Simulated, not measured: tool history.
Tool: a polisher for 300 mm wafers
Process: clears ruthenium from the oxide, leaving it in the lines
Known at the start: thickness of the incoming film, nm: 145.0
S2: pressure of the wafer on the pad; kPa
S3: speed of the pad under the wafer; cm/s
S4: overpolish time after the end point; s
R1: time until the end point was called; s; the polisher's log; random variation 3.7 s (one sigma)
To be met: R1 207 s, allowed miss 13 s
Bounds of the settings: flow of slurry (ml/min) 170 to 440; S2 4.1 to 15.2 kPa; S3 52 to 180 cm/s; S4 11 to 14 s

run 1 hour=0 | flow_of_slurry_(ml/min)=280 S2=9.7 S3=116 S4=14 | R1=143.71
run 2 hour=5.6 | flow_of_slurry_(ml/min)=280 S2=12.4 S3=116 S4=14 | R1=111.32
run 3 hour=9.3 | flow_of_slurry_(ml/min)=280 S2=10.3 S3=116 S4=14 | R1=132.53
run 4 hour=13.8 | flow_of_slurry_(ml/min)=280 S2=10.3 S3=128 S4=14 | R1=118.04
run 5 hour=21.7 | flow_of_slurry_(ml/min)=280 S2=9 S3=126 S4=14 | R1=143.92
run 6 hour=23 | flow_of_slurry_(ml/min)=280 S2=8.3 S3=124 S4=14 | R1=155.29
run 7 hour=26.4 | flow_of_slurry_(ml/min)=280 S2=7.6 S3=122 S4=14 | R1=166.38
run 8 hour=31 | flow_of_slurry_(ml/min)=280 S2=6.9 S3=120 S4=14 | R1=197.52
run 9 hour=38.6 | flow_of_slurry_(ml/min)=280 S2=6.9 S3=118 S4=14 | R1=189.28

Which of these 5 next moves meets every target?
run A hour=46.2 | flow_of_slurry_(ml/min)=265 S2=6.9 S3=138 S4=14 | R1=?
run B hour=46.2 | flow_of_slurry_(ml/min)=295 S2=4.8 S3=152 S4=14 | R1=?
run C hour=46.2 | flow_of_slurry_(ml/min)=315 S2=5.5 S3=162 S4=11 | R1=?
run D hour=46.2 | flow_of_slurry_(ml/min)=300 S2=7.6 S3=126 S4=14 | R1=?
run E hour=46.2 | flow_of_slurry_(ml/min)=315 S2=8.3 S3=112 S4=14 | R1=?

move=A R1=164.65
move=B R1=207.91
move=C R1=171.11
move=D R1=162.02
move=E R1=166.26
A: further off than the last run
B: meets every target
C: further off than the last run
D: further off than the last run
E: further off than the last run
The right move is B.
